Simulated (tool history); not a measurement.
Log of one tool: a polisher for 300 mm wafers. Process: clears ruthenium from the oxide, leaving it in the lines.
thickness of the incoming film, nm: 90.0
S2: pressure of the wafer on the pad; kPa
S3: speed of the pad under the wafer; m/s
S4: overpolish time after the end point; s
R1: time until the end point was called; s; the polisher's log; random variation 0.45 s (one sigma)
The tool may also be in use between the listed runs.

Run 1, day 0.000: flow of slurry (ml/min) 255, S2 13.8 kPa, S3 1.04 m/s, S4 41 s. Result: R1 66.392 s.
Run 2, day 0.125: flow of slurry (ml/min) 255, S2 10.3 kPa, S3 1.04 m/s, S4 41 s. Result: R1 83.787 s.
Run 3, day 0.242: flow of slurry (ml/min) 255, S2 13.1 kPa, S3 1.06 m/s, S4 41 s. Result: R1 66.481 s.
Run 4, day 0.608: flow of slurry (ml/min) 255, S2 13.1 kPa, S3 1.06 m/s, S4 44 s. Result: R1 67.544 s.
Run 5, day 0.671: flow of slurry (ml/min) 255, S2 13.1 kPa, S3 1.06 m/s, S4 41 s. Result: R1 67.310 s.
Run 6, day 0.862: flow of slurry (ml/min) 255, S2 13.1 kPa, S3 1.06 m/s, S4 41 s. Result: R1 67.482 s.
Run 7, day 0.992: flow of slurry (ml/min) 255, S2 15.2 kPa, S3 1.06 m/s, S4 41 s. Result: R1 58.196 s.

What does the tool deliver on the next run?
Run 8, day 1.271: flow of slurry (ml/min) 255, S2 16.5 kPa, S3 1.06 m/s, S4 41 s. Result: R1 ?.

Run 8 yielded R1 54.059 s.

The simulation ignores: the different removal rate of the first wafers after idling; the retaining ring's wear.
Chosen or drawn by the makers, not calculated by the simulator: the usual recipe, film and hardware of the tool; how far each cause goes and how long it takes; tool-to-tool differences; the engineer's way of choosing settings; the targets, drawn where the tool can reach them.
